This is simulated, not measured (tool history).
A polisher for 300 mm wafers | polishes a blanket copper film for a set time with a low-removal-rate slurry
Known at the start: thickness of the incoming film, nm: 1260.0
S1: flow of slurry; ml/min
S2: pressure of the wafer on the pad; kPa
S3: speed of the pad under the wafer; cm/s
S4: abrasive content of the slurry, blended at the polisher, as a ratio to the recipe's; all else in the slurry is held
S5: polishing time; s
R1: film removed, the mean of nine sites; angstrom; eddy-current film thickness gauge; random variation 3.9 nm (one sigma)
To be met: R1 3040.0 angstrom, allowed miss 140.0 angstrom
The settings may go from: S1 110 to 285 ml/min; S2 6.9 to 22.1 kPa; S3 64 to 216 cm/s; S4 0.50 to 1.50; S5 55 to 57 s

| run | hour | S1 | S2 | S3 | S4 | S5 | R1 |
|---|---|---|---|---|---|---|---|
| 1 | 0.0 | 180 | 14.5 | 140 | 1.00 | 55 | 1904.5 |
| 2 | 4.6 | 180 | 14.5 | 114 | 1.00 | 55 | 1561.7 |
| 3 | 6.9 | 180 | 14.5 | 114 | 1.20 | 55 | 1644.3 |
| 4 | 14.0 | 180 | 14.5 | 114 | 1.10 | 55 | 1597.1 |
| 5 | 17.2 | 180 | 14.5 | 114 | 1.10 | 55 | 1594.5 |
| 6 | 23.1 | 210 | 14.5 | 114 | 1.10 | 55 | 1635.3 |
| 7 | 30.9 | 210 | 16.5 | 118 | 1.10 | 55 | 1892.8 |
| 8 | 38.4 | 210 | 17.9 | 124 | 1.10 | 55 | 2192.9 |
| 9 | 40.4 | 210 | 19.3 | 126 | 1.10 | 55 | 2325.4 |

5 next moves are on the table. One of them brings every result within its allowed miss. Which?
| A | 42.4 | 245 | 20.7 | 118 | 1.35 | 57 | ? |
| B | 42.4 | 170 | 22.1 | 118 | 1.05 | 57 | ? |
| C | 42.4 | 240 | 19.3 | 152 | 1.10 | 57 | ? |
| D | 42.4 | 160 | 21.4 | 160 | 1.15 | 57 | ? |
| E | 42.4 | 220 | 16.5 | 100 | 1.05 | 55 | ? |

| move | R1 |
|---|---|
| A | 2666.6 |
| B | 2541.8 |
| C | 3026.8 |
| D | 3345.7 |
| E | 1641.0 |
A: nearer than the last run, and not there yet
B: nearer than the last run, and not there yet
C: meets every target
D: takes the result that was furthest off past its target
E: further off than the last run
Move C is the one to make.
